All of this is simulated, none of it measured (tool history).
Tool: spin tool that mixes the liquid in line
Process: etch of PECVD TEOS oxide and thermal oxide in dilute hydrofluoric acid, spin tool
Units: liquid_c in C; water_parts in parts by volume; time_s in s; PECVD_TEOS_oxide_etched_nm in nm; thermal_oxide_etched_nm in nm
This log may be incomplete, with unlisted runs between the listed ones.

run 1 hour=0.0 | liquid_c=20.0 water_parts=145 time_s=180 | PECVD_TEOS_oxide_etched_nm=9.0017 thermal_oxide_etched_nm=3.8027
run 2 hour=6.2 | liquid_c=23.5 water_parts=145 time_s=180 | PECVD_TEOS_oxide_etched_nm=10.3400 thermal_oxide_etched_nm=4.3236
run 3 hour=11.7 | liquid_c=23.5 water_parts=180 time_s=180 | PECVD_TEOS_oxide_etched_nm=8.0458 thermal_oxide_etched_nm=3.3523
run 4 hour=13.7 | liquid_c=22.5 water_parts=180 time_s=180 | PECVD_TEOS_oxide_etched_nm=7.7599 thermal_oxide_etched_nm=3.1999
run 5 hour=18.4 | liquid_c=24.5 water_parts=180 time_s=180 | PECVD_TEOS_oxide_etched_nm=8.3284 thermal_oxide_etched_nm=3.4696
run 6 hour=24.4 | liquid_c=21.5 water_parts=180 time_s=180 | PECVD_TEOS_oxide_etched_nm=7.4196 thermal_oxide_etched_nm=3.1131

What will run 7 give?
run 7 hour=28.2 | liquid_c=21.5 water_parts=180 time_s=180 | PECVD_TEOS_oxide_etched_nm=? thermal_oxide_etched_nm=?

{"run 7": {"PECVD_TEOS_oxide_etched_nm": 7.4451, "thermal_oxide_etched_nm": 3.1292}}
